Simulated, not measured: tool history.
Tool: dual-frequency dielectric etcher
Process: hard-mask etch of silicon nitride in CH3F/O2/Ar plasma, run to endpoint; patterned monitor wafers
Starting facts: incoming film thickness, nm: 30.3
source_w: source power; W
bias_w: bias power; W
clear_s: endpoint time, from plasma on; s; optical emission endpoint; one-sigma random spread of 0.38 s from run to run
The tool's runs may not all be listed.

{"run": 1, "day": 0.0, "source_w": 350, "bias_w": 63, "clear_s": 48.074}
{"run": 2, "day": 0.242, "source_w": 350, "bias_w": 68, "clear_s": 47.067}
{"run": 3, "day": 0.421, "source_w": 350, "bias_w": 73, "clear_s": 45.688}
{"run": 4, "day": 0.642, "source_w": 320, "bias_w": 69, "clear_s": 48.676}
{"run": 5, "day": 1.008, "source_w": 280, "bias_w": 69, "clear_s": 53.646}
{"run": 6, "day": 1.033, "source_w": 320, "bias_w": 69, "clear_s": 49.787}
{"run": 7, "day": 1.2, "source_w": 300, "bias_w": 68, "clear_s": 51.281}
{"run": 8, "day": 1.238, "source_w": 290, "bias_w": 67, "clear_s": 52.307}
{"run": 9, "day": 1.562, "source_w": 280, "bias_w": 67, "clear_s": 53.227}

Estimate the outcome of run 10 from the log above:
{"run": 10, "day": 1.808, "source_w": 270, "bias_w": 67, "clear_s": "?"}

clear_s: 55.085 s
